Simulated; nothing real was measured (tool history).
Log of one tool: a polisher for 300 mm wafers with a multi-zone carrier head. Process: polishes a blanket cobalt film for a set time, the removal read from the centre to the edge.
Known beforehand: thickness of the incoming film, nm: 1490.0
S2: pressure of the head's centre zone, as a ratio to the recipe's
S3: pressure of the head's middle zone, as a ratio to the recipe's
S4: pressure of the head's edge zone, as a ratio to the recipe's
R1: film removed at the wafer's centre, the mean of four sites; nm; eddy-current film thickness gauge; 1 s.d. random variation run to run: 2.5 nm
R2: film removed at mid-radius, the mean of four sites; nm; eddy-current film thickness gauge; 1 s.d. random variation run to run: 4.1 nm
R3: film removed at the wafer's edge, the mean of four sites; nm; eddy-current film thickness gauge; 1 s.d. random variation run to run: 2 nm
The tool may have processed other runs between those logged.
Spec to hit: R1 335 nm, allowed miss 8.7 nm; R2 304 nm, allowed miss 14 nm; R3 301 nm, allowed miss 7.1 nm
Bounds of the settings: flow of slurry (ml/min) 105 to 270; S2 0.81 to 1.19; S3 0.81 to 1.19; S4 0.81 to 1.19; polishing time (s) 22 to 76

Run 1, day 0: flow of slurry (ml/min) 175, S2 1, S3 1, S4 1, polishing time (s) 49. Result: R1 394.71 nm, R2 412.38 nm, R3 397.26 nm.
Run 2, day 0.308: flow of slurry (ml/min) 175, S2 1, S3 0.93, S4 1, polishing time (s) 49. Result: R1 393.77 nm, R2 392.32 nm, R3 402.76 nm.
Run 3, day 0.354: flow of slurry (ml/min) 135, S2 1, S3 0.93, S4 1, polishing time (s) 49. Result: R1 377.17 nm, R2 374.26 nm, R3 383.21 nm.
Run 4, day 0.425: flow of slurry (ml/min) 130, S2 1.01, S3 0.92, S4 0.97, polishing time (s) 48. Result: R1 364.65 nm, R2 354.94 nm, R3 369.36 nm.
Run 5, day 0.521: flow of slurry (ml/min) 130, S2 1.05, S3 0.92, S4 0.97, polishing time (s) 48. Result: R1 382.99 nm, R2 357.06 nm, R3 373.62 nm.
Run 6, day 0.683: flow of slurry (ml/min) 130, S2 1.05, S3 0.99, S4 0.97, polishing time (s) 48. Result: R1 379.74 nm, R2 377.74 nm, R3 368.61 nm.
Run 7, day 0.933: flow of slurry (ml/min) 130, S2 1.06, S3 0.98, S4 0.95, polishing time (s) 47. Result: R1 376 nm, R2 375.52 nm, R3 357.89 nm.
Run 8, day 1.1: flow of slurry (ml/min) 130, S2 1.07, S3 0.96, S4 0.93, polishing time (s) 46. Result: R1 374.48 nm, R2 347.91 nm, R3 348.25 nm.
Run 9, day 1.146: flow of slurry (ml/min) 130, S2 1.07, S3 0.96, S4 0.91, polishing time (s) 45. Result: R1 359.11 nm, R2 351.37 nm, R3 335.19 nm.
Run 10, day 1.425: flow of slurry (ml/min) 125, S2 1.07, S3 0.94, S4 0.9, polishing time (s) 45. Result: R1 358.32 nm, R2 336.51 nm, R3 331.88 nm.

Exactly one of the 4 candidate moves below puts every result within its allowed miss. Which one?
Run A, day 1.704: flow of slurry (ml/min) 105, S2 0.93, S3 0.98, S4 0.97, polishing time (s) 49. Result: R1 ?, R2 ?, R3 ?.
Run B, day 1.704: flow of slurry (ml/min) 105, S2 1.07, S3 0.95, S4 0.96, polishing time (s) 44. Result: R1 ?, R2 ?, R3 ?.
Run C, day 1.704: flow of slurry (ml/min) 130, S2 1.19, S3 1.1, S4 0.81, polishing time (s) 40. Result: R1 ?, R2 ?, R3 ?.
Run D, day 1.704: flow of slurry (ml/min) 105, S2 1.13, S3 0.95, S4 0.89, polishing time (s) 42. Result: R1 ?, R2 ?, R3 ?.

move      R1      R2      R3
   A   320.3  359.76  361.73
   B  331.22  316.41  323.33
   C  360.33  337.09  283.61
   D  334.02  301.97  297.97
A: misses by more than the last run did
B: nearer than the last run, and not there yet
C: pushes the last run's worst result past its target
D: meets every target
So the answer is move D, the one that meets all the targets.
